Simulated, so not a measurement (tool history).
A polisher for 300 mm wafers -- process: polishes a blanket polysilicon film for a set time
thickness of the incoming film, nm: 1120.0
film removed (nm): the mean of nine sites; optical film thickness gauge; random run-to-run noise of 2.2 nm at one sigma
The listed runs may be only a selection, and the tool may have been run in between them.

run	day	flow of slurry (ml/min)	pressure of the wafer on the pad (kPa)	speed of the pad under the wafer (m/s)	polishing time (s)	film removed (nm)
1	0	215	15.2	1.18	47	422.17
2	0.242	215	14.5	1.16	47	394.57
3	0.388	215	14.5	1.16	50	415.93
4	0.425	215	14.5	1.16	50	428.09
5	0.788	215	16.5	1.16	50	472.63
6	1.012	250	16.5	1.16	50	481.65
7	1.088	250	15.2	1.14	50	433.47
8	1.317	250	14.5	1.12	50	420.73
9	1.638	250	13.8	1.1	50	392.59

Run 10 comes next. What will it give?
10	1.879	250	13.1	1.08	50	?

{"run 10": {"film removed (nm)": 376.45}}
